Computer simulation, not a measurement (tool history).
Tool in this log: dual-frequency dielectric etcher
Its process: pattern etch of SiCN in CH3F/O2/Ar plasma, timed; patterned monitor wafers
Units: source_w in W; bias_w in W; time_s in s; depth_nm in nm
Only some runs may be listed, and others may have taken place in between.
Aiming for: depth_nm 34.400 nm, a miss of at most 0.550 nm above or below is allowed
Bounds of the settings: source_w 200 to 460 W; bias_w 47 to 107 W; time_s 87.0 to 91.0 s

{"run": 1, "hour": 0.0, "source_w": 330, "bias_w": 77, "time_s": 87.0, "depth_nm": 30.896}
{"run": 2, "hour": 2.3, "source_w": 370, "bias_w": 77, "time_s": 87.0, "depth_nm": 32.142}
{"run": 3, "hour": 8.5, "source_w": 390, "bias_w": 78, "time_s": 87.0, "depth_nm": 32.468}
{"run": 4, "hour": 14.7, "source_w": 390, "bias_w": 70, "time_s": 87.0, "depth_nm": 31.442}
{"run": 5, "hour": 16.8, "source_w": 400, "bias_w": 72, "time_s": 87.0, "depth_nm": 31.948}
{"run": 6, "hour": 18.8, "source_w": 360, "bias_w": 72, "time_s": 87.0, "depth_nm": 30.992}
{"run": 7, "hour": 24.8, "source_w": 380, "bias_w": 74, "time_s": 87.0, "depth_nm": 31.683}
{"run": 8, "hour": 32.4, "source_w": 400, "bias_w": 76, "time_s": 87.0, "depth_nm": 32.554}
{"hour": 36.9, "done": "bias power generator calibrated"}
{"run": 9, "hour": 36.9, "source_w": 410, "bias_w": 77, "time_s": 87.0, "depth_nm": 32.84}
{"run": 10, "hour": 45.4, "source_w": 420, "bias_w": 78, "time_s": 87.0, "depth_nm": 33.097}
{"run": 11, "hour": 50.5, "source_w": 430, "bias_w": 79, "time_s": 87.0, "depth_nm": 33.423}

Which of these 4 next moves meets every target?
{"run": "A", "hour": 55.6, "source_w": 430, "bias_w": 79, "time_s": 89.0, "depth_nm": "?"}
{"run": "B", "hour": 55.6, "source_w": 450, "bias_w": 70, "time_s": 87.0, "depth_nm": "?"}
{"run": "C", "hour": 55.6, "source_w": 380, "bias_w": 78, "time_s": 87.0, "depth_nm": "?"}
{"run": "D", "hour": 55.6, "source_w": 430, "bias_w": 72, "time_s": 89.5, "depth_nm": "?"}

move=A depth_nm=34.101
move=B depth_nm=32.531
move=C depth_nm=31.874
move=D depth_nm=33.262
A: every result within its allowed miss
B: misses by more than the last run did
C: misses by more than the last run did
D: misses by more than the last run did
Move A is the one to make.

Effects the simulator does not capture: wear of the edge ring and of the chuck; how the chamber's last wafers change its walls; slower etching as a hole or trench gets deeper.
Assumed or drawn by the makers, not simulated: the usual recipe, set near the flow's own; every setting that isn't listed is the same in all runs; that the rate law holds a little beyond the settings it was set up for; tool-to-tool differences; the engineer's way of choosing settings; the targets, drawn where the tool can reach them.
